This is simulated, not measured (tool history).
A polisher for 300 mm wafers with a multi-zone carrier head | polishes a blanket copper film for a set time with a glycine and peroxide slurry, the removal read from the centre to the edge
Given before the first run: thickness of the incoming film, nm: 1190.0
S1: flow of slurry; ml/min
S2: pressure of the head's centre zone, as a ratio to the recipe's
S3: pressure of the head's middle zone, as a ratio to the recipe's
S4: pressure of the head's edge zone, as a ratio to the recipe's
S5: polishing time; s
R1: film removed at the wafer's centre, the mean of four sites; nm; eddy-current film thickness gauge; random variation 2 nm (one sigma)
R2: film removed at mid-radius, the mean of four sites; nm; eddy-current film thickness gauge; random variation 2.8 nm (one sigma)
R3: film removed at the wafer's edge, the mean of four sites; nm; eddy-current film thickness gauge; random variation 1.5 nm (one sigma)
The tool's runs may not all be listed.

| run | day | S1 | S2 | S3 | S4 | S5 | R1 | R2 | R3 |
|---|---|---|---|---|---|---|---|---|---|
| 1 | 0 | 225 | 1 | 1 | 1 | 46 | 204.49 | 203.81 | 206.04 |
| 2 | 0.058 | 225 | 1.08 | 1 | 1 | 46 | 219.39 | 208.74 | 203.03 |
| 3 | 0.296 | 215 | 1.03 | 1.01 | 0.99 | 45 | 206.44 | 197.14 | 198.86 |
| 4 | 0.325 | 215 | 1.03 | 1.06 | 0.99 | 45 | 205.91 | 209.31 | 197.44 |
| 5 | 0.429 | 215 | 1.03 | 1.06 | 0.93 | 45 | 200.68 | 214.43 | 190.92 |
| 6 | 0.512 | 205 | 0.99 | 1.05 | 0.93 | 45 | 189.6 | 208.15 | 192.63 |
| 7 | 0.812 | 195 | 0.98 | 1.04 | 0.93 | 45 | 194.46 | 208.4 | 192.6 |

Run 8 is up next; what results do you expect?
| 8 | 0.908 | 200 | 0.95 | 1.03 | 0.93 | 45 | ? | ? | ? |

Run 8 produced R1 190.32 nm, R2 201.21 nm, R3 195.72 nm.
